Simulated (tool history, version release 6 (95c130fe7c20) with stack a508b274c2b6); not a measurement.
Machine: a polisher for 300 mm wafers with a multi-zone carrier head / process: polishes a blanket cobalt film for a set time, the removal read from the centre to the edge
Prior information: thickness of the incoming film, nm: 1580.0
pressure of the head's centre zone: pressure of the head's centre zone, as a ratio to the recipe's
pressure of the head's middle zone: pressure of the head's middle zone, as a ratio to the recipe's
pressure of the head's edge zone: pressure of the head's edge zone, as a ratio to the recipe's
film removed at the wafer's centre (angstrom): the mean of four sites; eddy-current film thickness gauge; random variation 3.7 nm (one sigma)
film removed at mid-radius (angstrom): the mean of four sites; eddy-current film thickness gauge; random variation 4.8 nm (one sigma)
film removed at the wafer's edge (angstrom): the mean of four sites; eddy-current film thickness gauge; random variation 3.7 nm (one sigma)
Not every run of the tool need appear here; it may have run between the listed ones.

| run | hour | flow of slurry (ml/min) | pressure of the head's centre zone | pressure of the head's middle zone | pressure of the head's edge zone | polishing time (s) | film removed at the wafer's centre (angstrom) | film removed at mid-radius (angstrom) | film removed at the wafer's edge (angstrom) |
|---|---|---|---|---|---|---|---|---|---|
| 1 | 0.0 | 285 | 1.00 | 1.00 | 1.00 | 82 | 4412.1 | 4377.6 | 4534.7 |
| 2 | 4.5 | 285 | 1.00 | 1.04 | 1.00 | 82 | 4381.1 | 4626.0 | 4554.2 |
| 3 | 5.1 | 285 | 1.00 | 1.04 | 1.00 | 65 | 3466.8 | 3627.1 | 3505.6 |
| 4 | 8.6 | 285 | 1.00 | 1.04 | 1.04 | 65 | 3460.5 | 3639.1 | 3562.6 |
| 5 | 16.3 | 285 | 1.00 | 1.04 | 1.00 | 65 | 3527.8 | 3584.7 | 3632.3 |
| 6 | 22.3 | 295 | 1.01 | 1.07 | 1.00 | 68 | 3637.7 | 3935.7 | 3723.4 |

Predict the results of run 7:
| 7 | 29.3 | 300 | 1.03 | 1.09 | 1.01 | 71 | ? | ? | ? |

film removed at the wafer's centre (angstrom): 3837.2
film removed at mid-radius (angstrom): 4122.5
film removed at the wafer's edge (angstrom): 3862.4

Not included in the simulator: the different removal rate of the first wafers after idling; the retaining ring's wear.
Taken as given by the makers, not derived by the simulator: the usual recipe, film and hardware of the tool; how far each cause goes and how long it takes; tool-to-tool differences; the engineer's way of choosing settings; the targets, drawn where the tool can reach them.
